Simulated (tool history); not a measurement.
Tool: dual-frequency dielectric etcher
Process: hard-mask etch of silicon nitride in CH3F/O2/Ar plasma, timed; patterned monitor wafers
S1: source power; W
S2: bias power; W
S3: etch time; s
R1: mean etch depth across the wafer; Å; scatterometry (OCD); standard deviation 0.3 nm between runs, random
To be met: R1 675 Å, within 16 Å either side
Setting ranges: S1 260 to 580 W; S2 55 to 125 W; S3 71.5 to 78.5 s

{"run": 1, "hour": 0.0, "S1": 420, "S2": 90, "S3": 78.5, "R1": 580.1}
{"run": 2, "hour": 6.5, "S1": 380, "S2": 90, "S3": 78.5, "R1": 558.86}
{"run": 3, "hour": 7.6, "S1": 430, "S2": 94, "S3": 78.5, "R1": 601.71}
{"run": 4, "hour": 15.3, "S1": 430, "S2": 94, "S3": 78.5, "R1": 603.74}
{"run": 5, "hour": 23.9, "S1": 430, "S2": 94, "S3": 78.5, "R1": 597.29}
{"run": 6, "hour": 30.7, "S1": 430, "S2": 78, "S3": 78.5, "R1": 543.45}
{"run": 7, "hour": 38.8, "S1": 470, "S2": 84, "S3": 78.5, "R1": 586.32}
{"run": 8, "hour": 47.8, "S1": 550, "S2": 93, "S3": 78.5, "R1": 656.65}

Next run, 5 choices. One meets every target within its allowed miss, the rest don't. Which?
{"run": "A", "hour": 56.8, "S1": 560, "S2": 100, "S3": 77.5, "R1": "?"}
{"run": "B", "hour": 56.8, "S1": 560, "S2": 92, "S3": 77, "R1": "?"}
{"run": "C", "hour": 56.8, "S1": 530, "S2": 90, "S3": 77.5, "R1": "?"}
{"run": "D", "hour": 56.8, "S1": 530, "S2": 108, "S3": 71.5, "R1": "?"}
{"run": "E", "hour": 56.8, "S1": 540, "S2": 98, "S3": 74.5, "R1": "?"}

move=A R1=675.59
move=B R1=642.28
move=C R1=626.09
move=D R1=636
move=E R1=634.1
A: every result lands within tolerance
B: the biggest miss grows against the last run
C: the biggest miss grows against the last run
D: the biggest miss grows against the last run
E: the biggest miss grows against the last run
Go with A: it meets all targets.

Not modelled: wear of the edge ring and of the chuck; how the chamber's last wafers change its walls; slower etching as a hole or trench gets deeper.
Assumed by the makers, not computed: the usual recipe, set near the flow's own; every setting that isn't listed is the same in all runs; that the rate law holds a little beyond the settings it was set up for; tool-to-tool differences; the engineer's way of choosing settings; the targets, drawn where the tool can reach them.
